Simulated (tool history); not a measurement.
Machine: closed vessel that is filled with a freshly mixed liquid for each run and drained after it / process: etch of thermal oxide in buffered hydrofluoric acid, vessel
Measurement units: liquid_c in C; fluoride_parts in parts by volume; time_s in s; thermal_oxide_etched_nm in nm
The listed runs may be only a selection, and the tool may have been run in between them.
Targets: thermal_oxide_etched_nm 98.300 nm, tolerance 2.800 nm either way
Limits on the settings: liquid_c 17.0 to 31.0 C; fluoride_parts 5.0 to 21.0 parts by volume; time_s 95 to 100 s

run  hour  liquid_c  fluoride_parts  time_s  thermal_oxide_etched_nm
  1   0.0      23.0            13.0      95                   75.888
  2   6.2      24.5            13.0      95                   81.444
  3  15.4      25.5            13.0      95                   87.447
  4  19.1      25.5            13.0      95                   86.617
  5  20.4      22.0            13.0      95                   71.512
  6  23.8      23.5            13.0      95                   77.710
  7  30.8      23.5            13.0      95                   78.524
  8  38.4      24.5            13.0      95                   83.249

5 candidate next runs follow, results not yet known. Just one meets every target within its allowed miss. Identify it.
  A  46.0      24.0            11.0     100                        ?
  B  46.0      25.5            12.5      95                        ?
  C  46.0      24.5            12.0      95                        ?
  D  46.0      23.0            13.5      95                        ?
  E  46.0      22.0            14.0      95                        ?

move  thermal_oxide_etched_nm
   A                  100.230
   B                   91.252
   C                   89.907
   D                   73.741
   E                   67.299
A: all results land within tolerance of their targets
B: gains on the last run, yet a result remains outside its allowed miss
C: gains on the last run, yet a result remains outside its allowed miss
D: its largest miss is bigger than the last run's
E: its largest miss is bigger than the last run's
Go with A: it meets all targets.
